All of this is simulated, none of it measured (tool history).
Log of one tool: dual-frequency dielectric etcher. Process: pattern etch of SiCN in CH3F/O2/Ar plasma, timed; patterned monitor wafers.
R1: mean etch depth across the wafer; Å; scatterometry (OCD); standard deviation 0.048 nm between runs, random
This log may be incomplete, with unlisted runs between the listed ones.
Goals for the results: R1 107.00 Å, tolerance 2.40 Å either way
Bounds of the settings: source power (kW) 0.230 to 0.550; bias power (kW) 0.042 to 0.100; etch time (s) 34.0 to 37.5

{"run": 1, "hour": 0.0, "source power (kW)": 0.39, "bias power (kW)": 0.071, "etch time (s)": 37.5, "R1": 122.5}
{"run": 2, "hour": 3.7, "source power (kW)": 0.37, "bias power (kW)": 0.07, "etch time (s)": 37.5, "R1": 121.48}
{"run": 3, "hour": 7.4, "source power (kW)": 0.37, "bias power (kW)": 0.08, "etch time (s)": 37.5, "R1": 129.69}
{"run": 4, "hour": 8.8, "source power (kW)": 0.35, "bias power (kW)": 0.077, "etch time (s)": 37.5, "R1": 124.03}
{"run": 5, "hour": 10.0, "source power (kW)": 0.35, "bias power (kW)": 0.071, "etch time (s)": 37.5, "R1": 118.93}
{"run": 6, "hour": 14.0, "source power (kW)": 0.31, "bias power (kW)": 0.071, "etch time (s)": 37.5, "R1": 115.61}
{"run": 7, "hour": 15.6, "source power (kW)": 0.3, "bias power (kW)": 0.07, "etch time (s)": 37.5, "R1": 113.55}
{"run": 8, "hour": 21.2, "source power (kW)": 0.29, "bias power (kW)": 0.07, "etch time (s)": 37.5, "R1": 112.48}
{"run": 9, "hour": 24.5, "source power (kW)": 0.28, "bias power (kW)": 0.07, "etch time (s)": 37.5, "R1": 111.66}
{"run": 10, "hour": 26.2, "source power (kW)": 0.27, "bias power (kW)": 0.07, "etch time (s)": 37.5, "R1": 110.76}

Pick the move, out of 5, that brings all results within their allowed miss; only one does.
{"run": "A", "hour": 27.9, "source power (kW)": 0.31, "bias power (kW)": 0.076, "etch time (s)": 36.5, "R1": "?"}
{"run": "B", "hour": 27.9, "source power (kW)": 0.23, "bias power (kW)": 0.076, "etch time (s)": 34.5, "R1": "?"}
{"run": "C", "hour": 27.9, "source power (kW)": 0.33, "bias power (kW)": 0.062, "etch time (s)": 36.5, "R1": "?"}
{"run": "D", "hour": 27.9, "source power (kW)": 0.29, "bias power (kW)": 0.072, "etch time (s)": 37.5, "R1": "?"}
{"run": "E", "hour": 27.9, "source power (kW)": 0.31, "bias power (kW)": 0.069, "etch time (s)": 36.5, "R1": "?"}

move=A R1=116.44
move=B R1=101.63
move=C R1=107.75
move=D R1=114.51
move=E R1=111.29
A: moves away from the targets compared with the last run
B: pushes the last run's worst result past its target
C: each result inside its tolerance
D: moves away from the targets compared with the last run
E: moves away from the targets compared with the last run
Move C is the one to make.

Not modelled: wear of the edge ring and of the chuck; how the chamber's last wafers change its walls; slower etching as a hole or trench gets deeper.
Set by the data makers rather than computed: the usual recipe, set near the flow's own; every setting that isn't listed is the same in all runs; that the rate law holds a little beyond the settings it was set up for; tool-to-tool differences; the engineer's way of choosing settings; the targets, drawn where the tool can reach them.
